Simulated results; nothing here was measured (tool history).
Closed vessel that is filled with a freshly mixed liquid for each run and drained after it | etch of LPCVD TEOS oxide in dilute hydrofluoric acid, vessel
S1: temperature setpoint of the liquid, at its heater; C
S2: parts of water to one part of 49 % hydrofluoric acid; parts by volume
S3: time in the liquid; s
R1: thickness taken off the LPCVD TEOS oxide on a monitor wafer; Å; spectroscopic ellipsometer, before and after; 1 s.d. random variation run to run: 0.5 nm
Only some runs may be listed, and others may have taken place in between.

run	hour	S1	S2	S3	R1
1	0.0	26.0	165	90	282.68
2	4.9	27.5	140	90	365.34
3	10.7	27.5	140	100	401.35
4	14.3	29.0	125	100	480.23
5	18.1	30.0	115	100	555.74
6	20.1	30.0	115	90	500.76
7	28.1	31.0	105	90	575.50
8	35.2	31.5	100	90	615.79
9	41.8	32.0	95	90	663.68
10	44.7	34.0	80	90	862.65

Run 11 comes next. What will it give?
11	53.0	33.5	80	90	?

Logged for run 11: R1 858.02 Å.
